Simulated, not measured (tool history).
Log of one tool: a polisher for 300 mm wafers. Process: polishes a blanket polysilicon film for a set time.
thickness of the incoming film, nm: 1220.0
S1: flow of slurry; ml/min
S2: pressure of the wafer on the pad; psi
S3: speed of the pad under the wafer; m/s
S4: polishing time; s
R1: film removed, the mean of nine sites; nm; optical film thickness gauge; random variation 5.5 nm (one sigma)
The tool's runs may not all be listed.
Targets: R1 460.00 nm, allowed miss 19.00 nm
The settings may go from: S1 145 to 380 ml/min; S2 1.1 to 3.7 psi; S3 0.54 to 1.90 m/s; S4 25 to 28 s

run,hour,S1,S2,S3,S4,R1
1,0.0,245,2.4,1.22,28,244.69
2,4.0,245,2.4,1.42,28,281.23
3,6.3,245,2.4,1.42,25,249.64
4,10.1,245,2.7,1.46,25,290.17
5,12.1,245,2.9,1.50,25,316.45
6,13.5,245,2.9,1.50,25,312.49
7,19.1,245,3.1,1.56,25,348.54
8,25.7,245,3.2,1.60,25,368.54
# hour 29.6: slurry nozzle cleaned
9,29.6,245,3.2,1.60,25,396.63

5 next moves are on the table. One of them brings every result within its allowed miss. Which?
A,33.5,225,3.4,1.76,28,?
B,33.5,245,2.6,1.46,27,?
C,33.5,285,3.5,1.56,27,?
D,33.5,265,3.4,1.60,25,?
E,33.5,290,3.0,1.50,25,?

move,R1
A,513.79
B,321.11
C,465.45
D,426.16
E,357.38
A: takes the result that was furthest off past its target
B: further off than the last run
C: meets every target
D: nearer than the last run, and not there yet
E: further off than the last run
Move C is the one to make.
